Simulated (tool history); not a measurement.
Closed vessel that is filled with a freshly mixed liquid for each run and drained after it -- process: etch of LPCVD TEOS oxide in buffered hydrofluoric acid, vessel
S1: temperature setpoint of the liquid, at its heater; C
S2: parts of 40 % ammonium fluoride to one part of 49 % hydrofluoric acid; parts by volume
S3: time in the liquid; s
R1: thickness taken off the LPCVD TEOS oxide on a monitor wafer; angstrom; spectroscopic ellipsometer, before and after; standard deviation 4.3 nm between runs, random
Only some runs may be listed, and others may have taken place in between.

run 1 day=0.000 | S1=22.0 S2=8.5 S3=100 | R1=2864.5
run 2 day=0.321 | S1=23.5 S2=8.5 S3=100 | R1=3186.1
run 3 day=0.571 | S1=24.5 S2=8.5 S3=100 | R1=3267.9
run 4 day=0.683 | S1=24.5 S2=7.5 S3=100 | R1=3784.7
run 5 day=0.958 | S1=24.5 S2=7.5 S3=100 | R1=3694.2
run 6 day=1.012 | S1=25.0 S2=7.5 S3=100 | R1=3892.6
run 7 day=1.058 | S1=25.0 S2=7.5 S3=100 | R1=3852.8

The next listed run, before its measurement:
run 8 day=1.167 | S1=25.5 S2=7.5 S3=100 | R1=?

R1: 3990.2 angstrom

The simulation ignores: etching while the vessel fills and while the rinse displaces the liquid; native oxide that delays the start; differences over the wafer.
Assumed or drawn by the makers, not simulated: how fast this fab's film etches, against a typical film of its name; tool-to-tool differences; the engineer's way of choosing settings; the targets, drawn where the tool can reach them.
